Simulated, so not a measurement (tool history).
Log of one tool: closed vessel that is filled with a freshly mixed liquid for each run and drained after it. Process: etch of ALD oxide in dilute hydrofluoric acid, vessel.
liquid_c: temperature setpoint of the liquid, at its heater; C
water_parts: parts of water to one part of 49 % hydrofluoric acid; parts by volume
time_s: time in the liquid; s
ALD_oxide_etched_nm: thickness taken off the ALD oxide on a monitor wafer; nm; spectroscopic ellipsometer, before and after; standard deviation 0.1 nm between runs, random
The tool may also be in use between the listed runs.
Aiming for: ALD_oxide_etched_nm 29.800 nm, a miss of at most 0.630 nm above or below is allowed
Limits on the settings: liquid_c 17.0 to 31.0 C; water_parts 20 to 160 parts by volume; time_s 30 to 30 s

run 1 hour=0.0 | liquid_c=23.0 water_parts=90 time_s=30 | ALD_oxide_etched_nm=10.202
run 2 hour=6.5 | liquid_c=25.5 water_parts=70 time_s=30 | ALD_oxide_etched_nm=14.962
run 3 hour=14.5 | liquid_c=25.5 water_parts=70 time_s=30 | ALD_oxide_etched_nm=14.941
run 4 hour=22.8 | liquid_c=27.0 water_parts=60 time_s=30 | ALD_oxide_etched_nm=18.822
run 5 hour=30.0 | liquid_c=24.0 water_parts=60 time_s=30 | ALD_oxide_etched_nm=16.611
run 6 hour=33.3 | liquid_c=24.0 water_parts=60 time_s=30 | ALD_oxide_etched_nm=16.626
run 7 hour=34.0 | liquid_c=26.0 water_parts=55 time_s=30 | ALD_oxide_etched_nm=19.776
run 8 hour=39.9 | liquid_c=27.5 water_parts=50 time_s=30 | ALD_oxide_etched_nm=23.319

4 candidate next runs follow, results not yet known. Just one meets every target within its allowed miss. Identify it.
run A hour=45.8 | liquid_c=27.5 water_parts=40 time_s=30 | ALD_oxide_etched_nm=?
run B hour=45.8 | liquid_c=27.5 water_parts=45 time_s=30 | ALD_oxide_etched_nm=?
run C hour=45.8 | liquid_c=27.0 water_parts=55 time_s=30 | ALD_oxide_etched_nm=?
run D hour=45.8 | liquid_c=27.5 water_parts=70 time_s=30 | ALD_oxide_etched_nm=?

move=A ALD_oxide_etched_nm=29.478
move=B ALD_oxide_etched_nm=26.012
move=C ALD_oxide_etched_nm=20.562
move=D ALD_oxide_etched_nm=16.135
A: hits every target within its allowed miss
B: nearer the targets than the last run, but a result is still out of spec
C: further off than the last run
D: further off than the last run
A meets every target.

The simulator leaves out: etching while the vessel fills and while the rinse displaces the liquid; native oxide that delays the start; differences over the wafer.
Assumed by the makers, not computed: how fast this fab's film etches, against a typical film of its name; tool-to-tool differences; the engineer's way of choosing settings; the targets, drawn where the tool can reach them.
